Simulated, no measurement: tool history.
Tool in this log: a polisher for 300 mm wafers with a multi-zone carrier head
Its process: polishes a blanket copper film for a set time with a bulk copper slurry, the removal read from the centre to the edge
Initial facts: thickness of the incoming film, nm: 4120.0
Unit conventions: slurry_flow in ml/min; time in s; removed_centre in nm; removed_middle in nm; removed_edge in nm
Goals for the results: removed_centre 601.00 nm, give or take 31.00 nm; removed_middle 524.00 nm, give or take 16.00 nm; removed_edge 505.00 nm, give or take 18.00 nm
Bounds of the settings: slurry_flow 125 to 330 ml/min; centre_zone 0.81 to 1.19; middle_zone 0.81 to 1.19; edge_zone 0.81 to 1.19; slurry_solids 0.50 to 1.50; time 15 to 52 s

run  hour  slurry_flow  centre_zone  middle_zone  edge_zone  slurry_solids  time  removed_centre  removed_middle  removed_edge
  1   0.0          210         1.00         1.00       1.00           1.00    33          354.67          369.27        356.78
  2   6.2          210         0.93         1.00       1.00           1.00    33          336.75          368.43        357.68
  3   9.4          250         0.93         1.00       1.00           1.00    33          337.07          377.47        365.88
  4  10.7          235         0.99         1.00       0.99           1.10    35          393.51          398.50        390.76
  5  17.0          235         0.92         1.00       0.99           1.10    35          370.91          402.36        397.27
  6  21.2          235         0.92         1.05       0.99           1.10    35          364.34          424.26        388.46
  7  27.2          235         0.97         1.05       0.99           1.20    36          399.66          436.81        407.40
  8  28.9          240         1.01         1.05       0.99           1.25    37          436.47          449.92        420.10
  9  33.9          275         1.11         1.09       1.09           1.50    41          554.48          553.67        504.11
 10  40.1          275         1.11         1.09       1.09           1.50    41          570.95          549.88        508.93
 11  43.3          275         1.12         1.08       1.09           1.50    41          564.17          545.63        509.73

Exactly one of the 5 candidate moves below puts every result within its allowed miss. Which one?
  A  46.5          240         1.12         1.03       1.19           1.45    41               ?               ?             ?
  B  46.5          295         1.19         1.03       1.04           1.35    42               ?               ?             ?
  C  46.5          330         1.17         1.10       1.03           1.50    41               ?               ?             ?
  D  46.5          285         1.06         1.09       1.15           1.50    42               ?               ?             ?
  E  46.5          320         0.99         1.06       1.15           1.50    43               ?               ?             ?

move  removed_centre  removed_middle  removed_edge
   A          543.66          508.42        527.99
   B          597.75          524.61        506.09
   C          592.82          558.95        505.65
   D          541.60          560.69        541.97
   E          523.75          566.86        559.71
A: puts the biggest miss on target and leaves a different result outside tolerance
B: hits every target within its allowed miss
C: the biggest miss grows against the last run
D: the biggest miss grows against the last run
E: the biggest miss grows against the last run
B is the move that brings every result within its allowed miss.

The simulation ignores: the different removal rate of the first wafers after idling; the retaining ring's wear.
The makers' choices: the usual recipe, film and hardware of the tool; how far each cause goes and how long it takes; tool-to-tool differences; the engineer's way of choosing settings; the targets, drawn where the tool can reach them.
